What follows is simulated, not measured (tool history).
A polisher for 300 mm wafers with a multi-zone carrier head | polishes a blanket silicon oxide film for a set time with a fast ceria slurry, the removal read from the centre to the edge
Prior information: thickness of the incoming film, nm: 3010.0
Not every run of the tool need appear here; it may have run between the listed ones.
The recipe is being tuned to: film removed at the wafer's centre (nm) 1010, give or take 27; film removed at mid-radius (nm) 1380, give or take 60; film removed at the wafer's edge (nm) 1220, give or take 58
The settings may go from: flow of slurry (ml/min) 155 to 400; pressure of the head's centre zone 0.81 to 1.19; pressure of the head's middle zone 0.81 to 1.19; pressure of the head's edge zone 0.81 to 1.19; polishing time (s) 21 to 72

run,hour,flow of slurry (ml/min),pressure of the head's centre zone,pressure of the head's middle zone,pressure of the head's edge zone,polishing time (s),film removed at the wafer's centre (nm),film removed at mid-radius (nm),film removed at the wafer's edge (nm)
1,0,255,1,1,1,46,1061.1,1072.7,1073.8
2,7,260,0.98,1.02,1.01,46,1037.2,1113.6,1091.8
3,7.8,285,0.98,1.02,1.01,46,1053.4,1119.7,1080.4
4,9.1,220,0.98,1.02,1.01,46,1012.7,1067.3,1073.8
5,13.8,230,0.97,1.04,1.02,46,1022.8,1103.7,1041.2
6,17.9,230,0.97,1.04,0.97,46,1032.1,1103.2,1035.7
7,19.4,240,0.95,1.05,0.99,47,1019.2,1142.5,1066.5
8,20.4,250,0.94,1.06,1.01,48,1050.8,1174.7,1101
9,22.7,255,0.92,1.08,1.03,48,1023.9,1205.4,1142.7
10,28.5,260,0.91,1.1,1.04,48,1017.2,1250.9,1122.4
11,33.1,265,0.9,1.11,1.05,48,996.78,1253,1150.2
12,41.7,270,0.9,1.12,1.06,48,1015,1280.1,1125.3
13,49.4,270,0.89,1.12,1.07,48,992.91,1264.6,1173.8
14,51.7,275,0.89,1.13,1.07,48,997.17,1286,1155.9
15,53.9,280,0.89,1.13,1.08,48,999.94,1269.6,1178.5
16,57.9,285,0.89,1.14,1.08,48,1011.4,1294,1160.3
17,66.2,285,0.89,1.15,1.09,48,998.49,1311,1174.5
18,66.8,295,0.89,1.17,1.11,48,1020.2,1295.2,1204.6

Which single option among these 5 for the next run brings every result within its allowed miss of target? Just one does.
A,67.4,335,0.94,1.08,1.19,46,?,?,?
B,67.4,355,0.91,1.04,1.19,48,?,?,?
C,67.4,335,0.87,1.05,1.19,49,?,?,?
D,67.4,320,0.87,1.19,1.16,49,?,?,?
E,67.4,265,0.89,1.14,1.16,48,?,?,?

move,film removed at the wafer's centre (nm),film removed at mid-radius (nm),film removed at the wafer's edge (nm)
A,1030.6,1179.4,1158.1
B,1047.7,1198,1214
C,1018.3,1226.9,1234.2
D,1014.4,1360.3,1214.5
E,993.13,1258.4,1172.3
A: moves away from the targets compared with the last run
B: moves away from the targets compared with the last run
C: moves away from the targets compared with the last run
D: every result within its allowed miss
E: moves away from the targets compared with the last run
The move that meets every target is D.
